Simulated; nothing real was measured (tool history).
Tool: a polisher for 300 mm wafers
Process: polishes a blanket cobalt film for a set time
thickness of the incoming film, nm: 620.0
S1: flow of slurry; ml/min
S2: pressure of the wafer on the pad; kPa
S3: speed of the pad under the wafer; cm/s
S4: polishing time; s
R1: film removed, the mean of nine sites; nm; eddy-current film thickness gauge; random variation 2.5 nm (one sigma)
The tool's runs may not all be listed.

run  hour   S1    S2   S3  S4      R1
  1   0.0  310  12.4  110  51  311.25
  2   2.0  340  12.4  110  51  316.39
  3  10.3  340  11.0  110  51  292.27
  4  17.1  335  10.3  110  51  270.95
  5  25.7  370  10.3  110  51  269.29
  6  32.6  370   9.0  108  51  245.82

Forecast run 7:
  7  38.4  370  6.2  106  51   ?

R1: 185.72 nm

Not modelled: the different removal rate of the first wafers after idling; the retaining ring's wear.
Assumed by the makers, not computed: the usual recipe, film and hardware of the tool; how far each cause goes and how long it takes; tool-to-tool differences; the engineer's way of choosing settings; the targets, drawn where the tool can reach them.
